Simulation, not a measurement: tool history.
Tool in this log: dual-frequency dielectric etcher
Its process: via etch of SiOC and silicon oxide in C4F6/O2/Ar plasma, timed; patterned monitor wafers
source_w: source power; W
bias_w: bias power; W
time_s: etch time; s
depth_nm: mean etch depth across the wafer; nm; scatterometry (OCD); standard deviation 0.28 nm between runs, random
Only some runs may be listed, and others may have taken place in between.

run	hour	source_w	bias_w	time_s	depth_nm
1	0	460	200	78.5	101.75
2	3.7	460	235	78.5	107.45
3	11.4	420	222	78.5	100.58
4	13.5	420	222	78.5	100.74
5	18.2	350	222	78.5	92.323
6	24.3	330	219	78.5	88.977

Run 7, settings as shown, results not yet in. Your forecast:
7	25.6	320	218	78.5	?

{"run 7": {"depth_nm": 88}}
